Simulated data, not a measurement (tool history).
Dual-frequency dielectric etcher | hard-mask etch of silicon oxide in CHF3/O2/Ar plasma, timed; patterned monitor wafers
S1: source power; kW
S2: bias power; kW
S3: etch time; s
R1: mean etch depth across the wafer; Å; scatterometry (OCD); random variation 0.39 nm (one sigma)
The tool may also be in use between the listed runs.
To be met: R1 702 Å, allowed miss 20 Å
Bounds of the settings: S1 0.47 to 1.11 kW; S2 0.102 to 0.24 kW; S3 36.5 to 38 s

Run 1, hour 0: S1 0.79 kW, S2 0.171 kW, S3 36.5 s. Result: R1 843.22 Å.
Run 2, hour 2.4: S1 0.76 kW, S2 0.168 kW, S3 36.5 s. Result: R1 816.25 Å.
Run 3, hour 8.3: S1 0.74 kW, S2 0.167 kW, S3 36.5 s. Result: R1 797.86 Å.
Run 4, hour 16.5: S1 0.74 kW, S2 0.167 kW, S3 36.5 s. Result: R1 801.74 Å.
Run 5, hour 17.1: S1 0.74 kW, S2 0.19 kW, S3 36.5 s. Result: R1 850.7 Å.
Run 6, hour 17.8: S1 0.74 kW, S2 0.19 kW, S3 36.5 s. Result: R1 848.04 Å.
Run 7, hour 20: S1 0.71 kW, S2 0.188 kW, S3 36.5 s. Result: R1 826.01 Å.
Run 8, hour 24.7: S1 0.69 kW, S2 0.187 kW, S3 36.5 s. Result: R1 807.94 Å.
Run 9, hour 28.4: S1 0.67 kW, S2 0.186 kW, S3 36.5 s. Result: R1 798.17 Å.
Run 10, hour 32.5: S1 0.65 kW, S2 0.185 kW, S3 36.5 s. Result: R1 783.82 Å.
Run 11, hour 34.5: S1 0.49 kW, S2 0.167 kW, S3 36.5 s. Result: R1 630 Å.
Run 12, hour 41: S1 0.5 kW, S2 0.167 kW, S3 36.5 s. Result: R1 636.28 Å.
Run 13, hour 47.9: S1 0.5 kW, S2 0.167 kW, S3 36.5 s. Result: R1 643.81 Å.
Run 14, hour 52.4: S1 0.51 kW, S2 0.167 kW, S3 36.5 s. Result: R1 646.01 Å.
Run 15, hour 54.6: S1 0.52 kW, S2 0.167 kW, S3 36.5 s. Result: R1 654.41 Å.
Run 16, hour 61.5: S1 0.53 kW, S2 0.167 kW, S3 36.5 s. Result: R1 657.11 Å.
Run 17, hour 68.3: S1 0.53 kW, S2 0.167 kW, S3 36.5 s. Result: R1 660.18 Å.
Run 18, hour 70.2: S1 0.54 kW, S2 0.167 kW, S3 36.5 s. Result: R1 663.22 Å.
Run 19, hour 70.8: S1 0.55 kW, S2 0.167 kW, S3 36.5 s. Result: R1 676.87 Å.

Which of these 5 next moves meets every target?
Run A, hour 71.4: S1 0.52 kW, S2 0.168 kW, S3 36.5 s. Result: R1 ?.
Run B, hour 71.4: S1 0.53 kW, S2 0.163 kW, S3 36.5 s. Result: R1 ?.
Run C, hour 71.4: S1 0.5 kW, S2 0.157 kW, S3 38 s. Result: R1 ?.
Run D, hour 71.4: S1 0.55 kW, S2 0.169 kW, S3 37.5 s. Result: R1 ?.
Run E, hour 71.4: S1 0.54 kW, S2 0.168 kW, S3 36.5 s. Result: R1 ?.

move      R1
   A  651.02
   B  649.62
   C  640.01
   D  694.63
   E  666.64
A: further off than the last run
B: further off than the last run
C: further off than the last run
D: meets every target
E: further off than the last run
Move D is the one to make.

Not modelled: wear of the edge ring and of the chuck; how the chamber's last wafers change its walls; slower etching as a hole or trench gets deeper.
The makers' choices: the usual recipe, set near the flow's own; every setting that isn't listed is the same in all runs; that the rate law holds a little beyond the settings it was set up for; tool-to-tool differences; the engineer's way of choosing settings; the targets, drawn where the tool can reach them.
